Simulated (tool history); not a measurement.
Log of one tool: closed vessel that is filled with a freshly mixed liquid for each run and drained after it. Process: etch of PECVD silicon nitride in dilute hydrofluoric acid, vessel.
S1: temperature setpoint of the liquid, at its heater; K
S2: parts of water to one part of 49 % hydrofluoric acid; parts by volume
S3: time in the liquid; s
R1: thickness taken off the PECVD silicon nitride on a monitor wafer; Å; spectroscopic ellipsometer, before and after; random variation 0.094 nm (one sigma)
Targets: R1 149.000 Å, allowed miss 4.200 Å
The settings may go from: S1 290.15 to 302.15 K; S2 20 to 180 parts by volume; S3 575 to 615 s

{"run": 1, "hour": 0.0, "S1": 294.15, "S2": 100, "S3": 575, "R1": 129.52}
{"run": 2, "hour": 4.7, "S1": 292.65, "S2": 100, "S3": 575, "R1": 116.69}
{"run": 3, "hour": 13.6, "S1": 292.65, "S2": 100, "S3": 575, "R1": 115.78}
{"run": 4, "hour": 17.3, "S1": 292.65, "S2": 120, "S3": 575, "R1": 97.728}
{"run": 5, "hour": 24.9, "S1": 294.15, "S2": 120, "S3": 575, "R1": 107.71}
{"run": 6, "hour": 31.6, "S1": 295.15, "S2": 120, "S3": 575, "R1": 114.68}
{"run": 7, "hour": 37.1, "S1": 296.15, "S2": 120, "S3": 575, "R1": 122.32}
{"run": 8, "hour": 37.9, "S1": 299.65, "S2": 120, "S3": 575, "R1": 155.34}

Which of these 4 next moves meets every target?
{"run": "A", "hour": 38.7, "S1": 298.15, "S2": 115, "S3": 585, "R1": "?"}
{"run": "B", "hour": 38.7, "S1": 298.65, "S2": 105, "S3": 590, "R1": "?"}
{"run": "C", "hour": 38.7, "S1": 300.15, "S2": 125, "S3": 615, "R1": "?"}
{"run": "D", "hour": 38.7, "S1": 297.65, "S2": 105, "S3": 600, "R1": "?"}

move=A R1=150.360
move=B R1=171.440
move=C R1=165.430
move=D R1=163.340
A: meets every target
B: further off than the last run
C: further off than the last run
D: further off than the last run
The right move is A.
